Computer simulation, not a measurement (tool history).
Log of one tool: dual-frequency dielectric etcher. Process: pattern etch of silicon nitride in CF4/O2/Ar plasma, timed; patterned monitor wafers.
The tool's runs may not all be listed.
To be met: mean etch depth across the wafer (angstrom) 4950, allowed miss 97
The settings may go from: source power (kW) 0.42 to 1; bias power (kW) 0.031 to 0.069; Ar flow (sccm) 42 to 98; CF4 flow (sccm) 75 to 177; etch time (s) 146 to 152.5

| run | hour | source power (kW) | bias power (kW) | Ar flow (sccm) | CF4 flow (sccm) | etch time (s) | mean etch depth across the wafer (angstrom) |
|---|---|---|---|---|---|---|---|
| 1 | 0 | 0.71 | 0.05 | 70 | 126 | 146 | 3717.7 |
| 2 | 7 | 0.76 | 0.05 | 70 | 126 | 146 | 4010 |
| 3 | 13.8 | 0.79 | 0.05 | 70 | 126 | 146 | 4186.1 |
| 4 | 19.5 | 0.79 | 0.05 | 70 | 126 | 152.5 | 4329.5 |
| 5 | 28.1 | 0.79 | 0.05 | 70 | 135 | 152.5 | 4385.3 |
| 6 | 29 | 0.81 | 0.05 | 70 | 135 | 152.5 | 4503 |
| 7 | 35.8 | 0.83 | 0.05 | 70 | 135 | 152.5 | 4612.7 |
| 8 | 39.5 | 0.84 | 0.05 | 70 | 135 | 152.5 | 4704.8 |
| 9 | 41 | 0.85 | 0.05 | 70 | 135 | 152.5 | 4780.1 |
| 10 | 45.4 | 0.86 | 0.05 | 70 | 135 | 152.5 | 4838.3 |

Which of these 5 next moves meets every target?
| A | 49.8 | 0.89 | 0.058 | 73 | 152 | 150.5 | ? |
| B | 49.8 | 0.9 | 0.053 | 67 | 135 | 152.5 | ? |
| C | 49.8 | 0.83 | 0.054 | 60 | 171 | 152.5 | ? |
| D | 49.8 | 0.86 | 0.052 | 76 | 141 | 149 | ? |
| E | 49.8 | 0.88 | 0.055 | 73 | 150 | 152.5 | ? |

| move | mean etch depth across the wafer (angstrom) |
|---|---|
| A | 5199.3 |
| B | 5147.6 |
| C | 4912.6 |
| D | 4714.7 |
| E | 5098.6 |
A: takes the result that was furthest off past its target
B: takes the result that was furthest off past its target
C: meets every target
D: further off than the last run
E: takes the result that was furthest off past its target
The right move is C.
